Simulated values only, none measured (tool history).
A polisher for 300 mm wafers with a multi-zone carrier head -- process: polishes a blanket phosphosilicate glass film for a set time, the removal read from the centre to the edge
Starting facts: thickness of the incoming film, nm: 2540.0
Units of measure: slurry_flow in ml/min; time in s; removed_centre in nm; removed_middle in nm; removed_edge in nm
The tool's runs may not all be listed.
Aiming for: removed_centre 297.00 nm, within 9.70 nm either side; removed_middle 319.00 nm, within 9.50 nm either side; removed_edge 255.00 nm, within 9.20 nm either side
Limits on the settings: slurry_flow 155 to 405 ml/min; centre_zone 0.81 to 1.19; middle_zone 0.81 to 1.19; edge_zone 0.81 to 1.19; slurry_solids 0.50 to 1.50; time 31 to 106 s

{"run": 1, "hour": 0.0, "slurry_flow": 260, "centre_zone": 1.0, "middle_zone": 1.0, "edge_zone": 1.0, "slurry_solids": 1.0, "time": 68, "removed_centre": 592.35, "removed_middle": 581.22, "removed_edge": 571.18}
{"run": 2, "hour": 5.1, "slurry_flow": 260, "centre_zone": 1.0, "middle_zone": 1.0, "edge_zone": 1.04, "slurry_solids": 1.0, "time": 68, "removed_centre": 585.99, "removed_middle": 577.33, "removed_edge": 586.15}
{"run": 3, "hour": 9.1, "slurry_flow": 265, "centre_zone": 1.0, "middle_zone": 1.02, "edge_zone": 1.0, "slurry_solids": 0.9, "time": 61, "removed_centre": 499.33, "removed_middle": 510.3, "removed_edge": 484.19}
{"run": 4, "hour": 10.5, "slurry_flow": 270, "centre_zone": 1.0, "middle_zone": 1.02, "edge_zone": 0.97, "slurry_solids": 0.8, "time": 57, "removed_centre": 437.93, "removed_middle": 441.52, "removed_edge": 415.08}
{"run": 5, "hour": 16.9, "slurry_flow": 275, "centre_zone": 1.0, "middle_zone": 1.03, "edge_zone": 0.94, "slurry_solids": 0.75, "time": 54, "removed_centre": 399.9, "removed_middle": 401.0, "removed_edge": 372.55}
{"run": 6, "hour": 21.3, "slurry_flow": 275, "centre_zone": 1.0, "middle_zone": 1.03, "edge_zone": 0.94, "slurry_solids": 0.6, "time": 54, "removed_centre": 339.09, "removed_middle": 353.0, "removed_edge": 316.37}
{"run": 7, "hour": 24.1, "slurry_flow": 275, "centre_zone": 1.0, "middle_zone": 1.03, "edge_zone": 0.94, "slurry_solids": 0.6, "time": 54, "removed_centre": 341.2, "removed_middle": 344.44, "removed_edge": 327.7}
{"run": 8, "hour": 29.5, "slurry_flow": 280, "centre_zone": 1.0, "middle_zone": 1.05, "edge_zone": 0.92, "slurry_solids": 0.6, "time": 53, "removed_centre": 336.51, "removed_middle": 353.52, "removed_edge": 316.13}
{"run": 9, "hour": 31.9, "slurry_flow": 280, "centre_zone": 1.01, "middle_zone": 1.06, "edge_zone": 0.9, "slurry_solids": 0.6, "time": 52, "removed_centre": 336.04, "removed_middle": 343.36, "removed_edge": 297.87}
{"run": 10, "hour": 35.8, "slurry_flow": 270, "centre_zone": 1.0, "middle_zone": 1.07, "edge_zone": 0.88, "slurry_solids": 0.6, "time": 52, "removed_centre": 324.51, "removed_middle": 345.34, "removed_edge": 307.16}
{"run": 11, "hour": 40.9, "slurry_flow": 285, "centre_zone": 1.0, "middle_zone": 1.08, "edge_zone": 0.87, "slurry_solids": 0.6, "time": 51, "removed_centre": 321.67, "removed_middle": 339.11, "removed_edge": 296.29}
{"run": 12, "hour": 49.5, "slurry_flow": 290, "centre_zone": 1.01, "middle_zone": 1.1, "edge_zone": 0.86, "slurry_solids": 0.6, "time": 51, "removed_centre": 327.66, "removed_middle": 348.19, "removed_edge": 295.9}
{"run": 13, "hour": 51.5, "slurry_flow": 295, "centre_zone": 1.01, "middle_zone": 1.11, "edge_zone": 0.85, "slurry_solids": 0.6, "time": 50, "removed_centre": 319.9, "removed_middle": 344.32, "removed_edge": 286.27}
{"run": 14, "hour": 53.8, "slurry_flow": 300, "centre_zone": 1.01, "middle_zone": 1.11, "edge_zone": 0.84, "slurry_solids": 0.6, "time": 50, "removed_centre": 318.14, "removed_middle": 344.54, "removed_edge": 284.46}
{"run": 15, "hour": 61.1, "slurry_flow": 305, "centre_zone": 1.01, "middle_zone": 1.11, "edge_zone": 0.83, "slurry_solids": 0.6, "time": 50, "removed_centre": 320.59, "removed_middle": 347.17, "removed_edge": 282.64}
{"run": 16, "hour": 67.3, "slurry_flow": 310, "centre_zone": 1.01, "middle_zone": 1.11, "edge_zone": 0.83, "slurry_solids": 0.6, "time": 50, "removed_centre": 321.38, "removed_middle": 344.68, "removed_edge": 286.62}
{"run": 17, "hour": 68.3, "slurry_flow": 300, "centre_zone": 1.02, "middle_zone": 1.12, "edge_zone": 0.83, "slurry_solids": 0.6, "time": 50, "removed_centre": 323.55, "removed_middle": 350.59, "removed_edge": 282.97}
{"run": 18, "hour": 74.1, "slurry_flow": 300, "centre_zone": 1.03, "middle_zone": 1.12, "edge_zone": 0.82, "slurry_solids": 0.55, "time": 50, "removed_centre": 309.87, "removed_middle": 323.8, "removed_edge": 263.95}

Pick the move, out of 5, that brings all results within their allowed miss; only one does.
{"run": "A", "hour": 79.9, "slurry_flow": 275, "centre_zone": 1.16, "middle_zone": 1.15, "edge_zone": 0.84, "slurry_solids": 0.55, "time": 47, "removed_centre": "?", "removed_middle": "?", "removed_edge": "?"}
{"run": "B", "hour": 79.9, "slurry_flow": 285, "centre_zone": 1.07, "middle_zone": 1.03, "edge_zone": 0.87, "slurry_solids": 0.8, "time": 41, "removed_centre": "?", "removed_middle": "?", "removed_edge": "?"}
{"run": "C", "hour": 79.9, "slurry_flow": 265, "centre_zone": 1.02, "middle_zone": 1.05, "edge_zone": 0.82, "slurry_solids": 0.6, "time": 49, "removed_centre": "?", "removed_middle": "?", "removed_edge": "?"}
{"run": "D", "hour": 79.9, "slurry_flow": 395, "centre_zone": 1.03, "middle_zone": 1.13, "edge_zone": 0.82, "slurry_solids": 0.55, "time": 48, "removed_centre": "?", "removed_middle": "?", "removed_edge": "?"}
{"run": "E", "hour": 79.9, "slurry_flow": 320, "centre_zone": 1.06, "middle_zone": 1.18, "edge_zone": 0.92, "slurry_solids": 0.5, "time": 53, "removed_centre": "?", "removed_middle": "?", "removed_edge": "?"}

move=A removed_centre=327.43 removed_middle=308.90 removed_edge=252.46
move=B removed_centre=340.53 removed_middle=319.35 removed_edge=289.69
move=C removed_centre=318.81 removed_middle=318.84 removed_edge=277.67
move=D removed_centre=305.53 removed_middle=319.67 removed_edge=260.44
move=E removed_centre=316.67 removed_middle=333.68 removed_edge=277.34
A: misses by more than the last run did
B: misses by more than the last run did
C: misses by more than the last run did
D: every result within its allowed miss
E: misses by more than the last run did
D meets every target.
